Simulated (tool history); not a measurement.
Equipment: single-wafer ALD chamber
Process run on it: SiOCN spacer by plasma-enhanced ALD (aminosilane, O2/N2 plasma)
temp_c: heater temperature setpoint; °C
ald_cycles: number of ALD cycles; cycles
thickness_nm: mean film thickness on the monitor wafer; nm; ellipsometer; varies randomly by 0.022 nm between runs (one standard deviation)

| run | hour | temp_c | ald_cycles | thickness_nm |
|---|---|---|---|---|
| 1 | 0.0 | 400 | 112 | 6.7069 |
| 2 | 7.5 | 400 | 124 | 7.3942 |
| 3 | 11.5 | 400 | 138 | 8.2246 |
| 4 | 12.0 | 401 | 130 | 7.7420 |
| 5 | 14.3 | 406 | 130 | 7.6838 |
| 6 | 15.8 | 416 | 130 | 7.4415 |
| 7 | 23.4 | 416 | 130 | 7.4028 |
| 8 | 31.2 | 417 | 124 | 7.1007 |
| 9 | 35.7 | 418 | 119 | 6.7566 |
| 10 | 40.2 | 419 | 115 | 6.5226 |

Forecast run 11:
| 11 | 44.8 | 420 | 112 | ? |

Run 11 gave thickness_nm 6.3572 nm.
